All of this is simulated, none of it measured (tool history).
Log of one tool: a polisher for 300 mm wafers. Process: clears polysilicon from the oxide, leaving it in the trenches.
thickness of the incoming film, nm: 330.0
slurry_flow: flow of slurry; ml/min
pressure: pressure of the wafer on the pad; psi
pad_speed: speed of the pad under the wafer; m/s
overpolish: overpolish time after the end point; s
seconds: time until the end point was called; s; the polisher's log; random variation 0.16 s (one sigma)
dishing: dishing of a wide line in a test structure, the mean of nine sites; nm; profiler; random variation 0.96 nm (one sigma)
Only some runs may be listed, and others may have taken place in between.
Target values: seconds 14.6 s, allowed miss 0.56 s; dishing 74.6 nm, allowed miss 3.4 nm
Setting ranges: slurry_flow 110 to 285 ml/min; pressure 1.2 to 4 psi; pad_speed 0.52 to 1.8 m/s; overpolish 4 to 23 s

| run | day | slurry_flow | pressure | pad_speed | overpolish | seconds | dishing |
|---|---|---|---|---|---|---|---|
| 1 | 0 | 180 | 2.6 | 1.16 | 12 | 25.803 | 65.973 |
| 2 | 0.175 | 180 | 2.6 | 1.16 | 10 | 26.457 | 63.98 |
| 3 | 0.538 | 180 | 2.6 | 0.98 | 10 | 31.302 | 59.842 |
| 4 | 0.654 | 135 | 2.6 | 0.98 | 10 | 31.922 | 58.073 |
| 5 | 0.846 | 135 | 2.6 | 0.7 | 10 | 44.592 | 51.157 |
| 6 | 1.004 | 140 | 3 | 0.82 | 10 | 33.105 | 58.255 |
| 7 | 1.175 | 140 | 3.3 | 0.92 | 9 | 27.566 | 60.168 |
| 8 | 1.467 | 145 | 3.5 | 1.02 | 9 | 23.251 | 62.324 |
| 9 | 1.575 | 150 | 3.6 | 1.08 | 9 | 21.351 | 65.026 |
| 10 | 1.729 | 155 | 3.7 | 1.14 | 9 | 19.949 | 67.151 |
| 11 | 2.054 | 160 | 3.8 | 1.2 | 9 | 17.81 | 68.443 |
| 12 | 2.388 | 165 | 3.9 | 1.22 | 9 | 17.082 | 68.852 |

Of the 5 settings listed for the next run, only one would bring every result within its allowed miss of target. Which one?
| A | 2.721 | 185 | 4 | 1.5 | 8 | ? | ? |
| B | 2.721 | 185 | 4 | 1.38 | 12 | ? | ? |
| C | 2.721 | 120 | 3.4 | 1.3 | 10 | ? | ? |
| D | 2.721 | 230 | 4 | 1.1 | 14 | ? | ? |
| E | 2.721 | 155 | 3.6 | 1.06 | 9 | ? | ? |

| move | seconds | dishing |
|---|---|---|
| A | 13.594 | 70.687 |
| B | 14.746 | 73.412 |
| C | 19.315 | 68.986 |
| D | 17.956 | 73.168 |
| E | 21.545 | 65.297 |
A: takes the result that was furthest off past its target
B: every result within its allowed miss
C: further off than the last run
D: further off than the last run
E: further off than the last run
B is the move that brings every result within its allowed miss.

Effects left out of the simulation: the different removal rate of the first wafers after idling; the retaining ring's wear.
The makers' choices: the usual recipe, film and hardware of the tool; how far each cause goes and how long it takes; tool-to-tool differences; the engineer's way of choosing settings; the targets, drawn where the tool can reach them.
